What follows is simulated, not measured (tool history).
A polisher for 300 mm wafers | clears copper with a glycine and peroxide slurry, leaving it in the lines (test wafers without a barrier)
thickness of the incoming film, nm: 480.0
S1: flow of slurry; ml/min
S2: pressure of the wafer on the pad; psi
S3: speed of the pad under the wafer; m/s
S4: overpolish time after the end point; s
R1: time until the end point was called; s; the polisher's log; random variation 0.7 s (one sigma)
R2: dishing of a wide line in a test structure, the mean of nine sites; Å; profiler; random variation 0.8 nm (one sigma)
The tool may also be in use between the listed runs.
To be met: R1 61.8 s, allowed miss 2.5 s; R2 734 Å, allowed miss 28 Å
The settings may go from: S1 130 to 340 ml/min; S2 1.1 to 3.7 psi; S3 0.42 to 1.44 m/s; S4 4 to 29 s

run    day   S1   S2    S3  S4      R1      R2
  1      0  220  2.4  0.92  15   106.1  480.42
  2  0.058  220  1.9  0.92  15  120.11  426.11
  3  0.221  220  1.9   0.7  15  149.28  368.18
  4   0.45  230  2.5  0.84  15  110.03  467.86
  5  0.588  235  2.9  0.92  15  92.172  517.57
  6  0.942  235  2.9  0.92   9   93.61  346.89
  7  1.025  240  2.9  1.06  11  82.968  449.78
  8  1.254  240    3  1.14  12  75.569  525.78
  9  1.412  240  3.1  1.18  13  72.348  574.39

4 next moves are on the table. One of them brings every result within its allowed miss. Which?
  A  1.571  250  2.7  1.36  16   ?   ?
  B  1.571  260  2.6  1.12   9   ?   ?
  C  1.571  250  3.1   1.4  16   ?   ?
  D  1.571  245  3.5  1.16  16   ?   ?

move      R1      R2
   A  70.426  668.38
   B  84.614  376.49
   C  62.584  725.06
   D  67.894  695.43
A: nearer than the last run, and not there yet
B: further off than the last run
C: meets every target
D: nearer than the last run, and not there yet
The right move is C.
